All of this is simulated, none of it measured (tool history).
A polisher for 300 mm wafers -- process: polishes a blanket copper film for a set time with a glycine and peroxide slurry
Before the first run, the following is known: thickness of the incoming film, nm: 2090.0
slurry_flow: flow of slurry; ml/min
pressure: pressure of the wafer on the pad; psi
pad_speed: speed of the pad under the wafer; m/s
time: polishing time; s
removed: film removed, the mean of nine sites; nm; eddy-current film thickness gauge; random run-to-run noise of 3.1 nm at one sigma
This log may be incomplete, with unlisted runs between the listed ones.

| run | day | slurry_flow | pressure | pad_speed | time | removed |
|---|---|---|---|---|---|---|
| 1 | 0.000 | 210 | 3.2 | 1.06 | 53 | 409.80 |
| 2 | 0.046 | 210 | 3.2 | 0.82 | 53 | 332.15 |
| 3 | 0.208 | 210 | 3.2 | 1.04 | 53 | 404.40 |
| 4 | 0.525 | 155 | 3.2 | 1.04 | 53 | 392.04 |
| 5 | 0.767 | 160 | 3.3 | 1.04 | 53 | 398.95 |
|  | 0.821 | head pressure recalibrated |
| 6 | 0.821 | 160 | 3.3 | 1.04 | 53 | 370.85 |
| 7 | 1.004 | 175 | 3.3 | 1.04 | 53 | 373.13 |
| 8 | 1.025 | 190 | 3.4 | 1.06 | 53 | 393.35 |
| 9 | 1.392 | 195 | 3.4 | 1.08 | 53 | 398.45 |
| 10 | 1.575 | 195 | 3.4 | 1.12 | 53 | 411.45 |

Expected results for the next run?
| 11 | 1.746 | 200 | 3.6 | 1.14 | 53 | ? |

removed: 440.33 nm

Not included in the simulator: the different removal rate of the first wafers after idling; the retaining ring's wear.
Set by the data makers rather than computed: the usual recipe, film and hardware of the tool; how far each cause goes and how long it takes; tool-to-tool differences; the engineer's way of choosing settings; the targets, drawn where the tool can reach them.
